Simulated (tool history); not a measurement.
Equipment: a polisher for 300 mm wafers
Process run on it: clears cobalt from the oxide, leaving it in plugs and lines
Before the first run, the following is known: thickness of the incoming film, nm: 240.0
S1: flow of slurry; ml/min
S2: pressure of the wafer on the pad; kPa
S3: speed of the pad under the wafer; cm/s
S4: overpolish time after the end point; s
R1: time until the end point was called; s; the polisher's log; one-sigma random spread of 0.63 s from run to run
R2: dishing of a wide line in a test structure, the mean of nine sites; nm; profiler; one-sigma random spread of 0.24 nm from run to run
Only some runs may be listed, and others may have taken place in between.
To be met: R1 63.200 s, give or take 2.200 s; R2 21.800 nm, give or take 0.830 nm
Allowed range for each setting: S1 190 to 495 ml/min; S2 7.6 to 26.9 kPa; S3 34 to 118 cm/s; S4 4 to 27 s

run	hour	S1	S2	S3	S4	R1	R2
1	0.0	320	17.2	76	14	38.852	25.104
2	1.7	320	17.2	84	14	35.477	25.707
3	10.6	320	14.5	84	12	39.837	24.205
4	11.1	320	14.5	102	12	33.342	25.443
5	15.3	320	10.3	102	12	41.664	23.965
6	20.8	315	9.7	96	12	46.302	23.611
7	26.7	315	9.0	92	12	51.094	22.435
8	31.8	315	8.3	90	13	55.147	22.852
9	38.6	310	7.6	82	10	63.346	19.320
10	41.0	310	7.6	82	11	63.394	20.453

Exactly one of the 4 candidate moves below puts every result within its allowed miss. Which one?
A	43.4	300	7.6	82	10	?	?
B	43.4	275	9.0	72	11	?	?
C	43.4	305	8.3	76	11	?	?
D	43.4	345	11.0	64	13	?	?

move	R1	R2
A	63.280	18.950
B	65.536	19.511
C	64.604	19.640
D	62.829	21.316
A: the biggest miss grows against the last run
B: the biggest miss grows against the last run
C: the biggest miss grows against the last run
D: each result inside its tolerance
The move that meets every target is D.
